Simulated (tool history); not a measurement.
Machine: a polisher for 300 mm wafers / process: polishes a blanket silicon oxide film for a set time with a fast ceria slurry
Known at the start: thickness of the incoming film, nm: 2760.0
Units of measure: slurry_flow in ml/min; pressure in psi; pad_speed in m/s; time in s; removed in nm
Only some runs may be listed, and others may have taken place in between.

{"run": 1, "hour": 0.0, "slurry_flow": 235, "pressure": 3.5, "pad_speed": 0.92, "time": 40, "removed": 794.1}
{"run": 2, "hour": 8.1, "slurry_flow": 235, "pressure": 3.9, "pad_speed": 0.92, "time": 40, "removed": 876.25}
{"run": 3, "hour": 14.5, "slurry_flow": 235, "pressure": 3.9, "pad_speed": 1.12, "time": 40, "removed": 1051.0}
{"run": 4, "hour": 22.5, "slurry_flow": 235, "pressure": 3.5, "pad_speed": 1.1, "time": 40, "removed": 953.56}
{"run": 5, "hour": 29.2, "slurry_flow": 235, "pressure": 3.2, "pad_speed": 1.08, "time": 40, "removed": 869.09}
{"run": 6, "hour": 35.8, "slurry_flow": 235, "pressure": 3.7, "pad_speed": 1.08, "time": 40, "removed": 966.93}
{"hour": 37.7, "done": "head pressure recalibrated"}
{"run": 7, "hour": 37.7, "slurry_flow": 235, "pressure": 3.3, "pad_speed": 1.06, "time": 40, "removed": 820.47}
{"run": 8, "hour": 41.1, "slurry_flow": 235, "pressure": 3.1, "pad_speed": 1.06, "time": 40, "removed": 767.17}
{"run": 9, "hour": 46.8, "slurry_flow": 235, "pressure": 2.9, "pad_speed": 1.06, "time": 40, "removed": 737.48}

The next listed run, before its measurement:
{"run": 10, "hour": 55.8, "slurry_flow": 225, "pressure": 1.9, "pad_speed": 1.04, "time": 40, "removed": "?"}

{"run 10": {"removed": 544.28}}
